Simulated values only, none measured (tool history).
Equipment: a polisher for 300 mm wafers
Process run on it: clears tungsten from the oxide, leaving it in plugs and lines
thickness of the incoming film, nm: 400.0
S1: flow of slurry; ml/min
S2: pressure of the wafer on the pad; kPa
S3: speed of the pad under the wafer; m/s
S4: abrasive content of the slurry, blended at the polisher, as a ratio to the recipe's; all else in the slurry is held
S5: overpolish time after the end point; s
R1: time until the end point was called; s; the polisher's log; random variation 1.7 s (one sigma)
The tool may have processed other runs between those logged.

run,hour,S1,S2,S3,S4,S5,R1
1,0,295,33.1,1.16,1,6,56.603
2,6.7,295,31,1.14,1,6,61.725
3,14.8,295,29,1.14,1,6,63.585
4,19.7,370,29,1.14,1,6,61.727
5,27.8,370,22.8,1.14,1,6,75.835
6,34.3,370,21.4,1.14,1,6,77.848
7,42.9,365,15.2,1.02,1,6,108.09

For run 8, what comes out?
# hour 49.4: head pressure recalibrated
8,49.4,365,16.5,1.02,1,6,?

Run 8 came out at R1 95.586 s.
